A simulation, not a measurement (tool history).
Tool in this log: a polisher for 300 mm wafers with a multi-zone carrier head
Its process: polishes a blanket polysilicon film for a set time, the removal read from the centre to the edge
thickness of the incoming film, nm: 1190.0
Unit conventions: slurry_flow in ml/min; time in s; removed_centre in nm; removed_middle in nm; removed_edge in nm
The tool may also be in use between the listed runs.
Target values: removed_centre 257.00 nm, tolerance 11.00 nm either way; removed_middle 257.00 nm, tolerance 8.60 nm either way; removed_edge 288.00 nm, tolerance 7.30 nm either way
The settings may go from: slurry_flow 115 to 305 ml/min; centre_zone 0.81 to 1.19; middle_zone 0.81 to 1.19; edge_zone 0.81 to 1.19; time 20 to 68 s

{"run": 1, "hour": 0.0, "slurry_flow": 195, "centre_zone": 1.0, "middle_zone": 1.0, "edge_zone": 1.0, "time": 44, "removed_centre": 423.52, "removed_middle": 485.99, "removed_edge": 490.72}
{"run": 2, "hour": 7.8, "slurry_flow": 190, "centre_zone": 1.0, "middle_zone": 0.97, "edge_zone": 0.98, "time": 41, "removed_centre": 409.02, "removed_middle": 447.42, "removed_edge": 444.49}
{"run": 3, "hour": 13.5, "slurry_flow": 180, "centre_zone": 0.98, "middle_zone": 0.94, "edge_zone": 1.0, "time": 38, "removed_centre": 362.97, "removed_middle": 398.23, "removed_edge": 418.63}
{"run": 4, "hour": 18.7, "slurry_flow": 175, "centre_zone": 0.97, "middle_zone": 0.92, "edge_zone": 0.99, "time": 36, "removed_centre": 330.98, "removed_middle": 374.44, "removed_edge": 392.24}
{"run": 5, "hour": 20.2, "slurry_flow": 170, "centre_zone": 0.98, "middle_zone": 0.9, "edge_zone": 0.99, "time": 34, "removed_centre": 314.89, "removed_middle": 340.5, "removed_edge": 373.14}
{"run": 6, "hour": 23.7, "slurry_flow": 165, "centre_zone": 0.98, "middle_zone": 0.89, "edge_zone": 0.97, "time": 33, "removed_centre": 313.28, "removed_middle": 329.04, "removed_edge": 354.52}
{"run": 7, "hour": 29.0, "slurry_flow": 125, "centre_zone": 0.92, "middle_zone": 0.81, "edge_zone": 0.94, "time": 25, "removed_centre": 208.72, "removed_middle": 225.45, "removed_edge": 261.5}
{"run": 8, "hour": 35.6, "slurry_flow": 140, "centre_zone": 0.93, "middle_zone": 0.81, "edge_zone": 0.94, "time": 25, "removed_centre": 215.21, "removed_middle": 222.75, "removed_edge": 262.79}
{"run": 9, "hour": 44.4, "slurry_flow": 150, "centre_zone": 0.94, "middle_zone": 0.82, "edge_zone": 0.94, "time": 25, "removed_centre": 217.59, "removed_middle": 228.53, "removed_edge": 266.15}
{"run": 10, "hour": 49.6, "slurry_flow": 155, "centre_zone": 0.95, "middle_zone": 0.83, "edge_zone": 0.94, "time": 25, "removed_centre": 219.08, "removed_middle": 230.43, "removed_edge": 269.26}
{"run": 11, "hour": 56.7, "slurry_flow": 160, "centre_zone": 0.97, "middle_zone": 0.84, "edge_zone": 0.94, "time": 25, "removed_centre": 233.56, "removed_middle": 237.83, "removed_edge": 266.7}
{"run": 12, "hour": 60.0, "slurry_flow": 165, "centre_zone": 0.98, "middle_zone": 0.84, "edge_zone": 0.95, "time": 25, "removed_centre": 227.48, "removed_middle": 238.05, "removed_edge": 265.98}
{"hour": 66.6, "done": "centre zone pressure recalibrated"}
{"run": 13, "hour": 66.6, "slurry_flow": 165, "centre_zone": 1.0, "middle_zone": 0.84, "edge_zone": 0.96, "time": 25, "removed_centre": 265.36, "removed_middle": 234.67, "removed_edge": 270.32}
{"run": 14, "hour": 73.8, "slurry_flow": 170, "centre_zone": 1.0, "middle_zone": 0.85, "edge_zone": 0.97, "time": 25, "removed_centre": 262.97, "removed_middle": 237.88, "removed_edge": 274.22}

Consider the 5 candidate settings below. Which is the only one whose results all fall within their allowed miss of target?
{"run": "A", "hour": 81.0, "slurry_flow": 150, "centre_zone": 0.82, "middle_zone": 0.96, "edge_zone": 0.85, "time": 27, "removed_centre": "?", "removed_middle": "?", "removed_edge": "?"}
{"run": "B", "hour": 81.0, "slurry_flow": 135, "centre_zone": 0.93, "middle_zone": 0.86, "edge_zone": 0.96, "time": 27, "removed_centre": "?", "removed_middle": "?", "removed_edge": "?"}
{"run": "C", "hour": 81.0, "slurry_flow": 165, "centre_zone": 0.85, "middle_zone": 0.81, "edge_zone": 1.03, "time": 26, "removed_centre": "?", "removed_middle": "?", "removed_edge": "?"}
{"run": "D", "hour": 81.0, "slurry_flow": 155, "centre_zone": 0.88, "middle_zone": 0.89, "edge_zone": 0.89, "time": 28, "removed_centre": "?", "removed_middle": "?", "removed_edge": "?"}
{"run": "E", "hour": 81.0, "slurry_flow": 140, "centre_zone": 0.87, "middle_zone": 0.9, "edge_zone": 1.0, "time": 29, "removed_centre": "?", "removed_middle": "?", "removed_edge": "?"}

move=A removed_centre=232.87 removed_middle=280.17 removed_edge=271.51
move=B removed_centre=260.49 removed_middle=252.30 removed_edge=284.92
move=C removed_centre=235.18 removed_middle=236.94 removed_edge=288.92
move=D removed_centre=260.32 removed_middle=273.72 removed_edge=288.56
move=E removed_centre=262.96 removed_middle=282.67 removed_edge=312.88
A: the result that was furthest off in the last run now lies on the other side of its target
B: every result within its allowed miss
C: just as far off the targets as the last run
D: the result that was furthest off in the last run now lies on the other side of its target
E: the result that was furthest off in the last run now lies on the other side of its target
Go with B: it meets all targets.
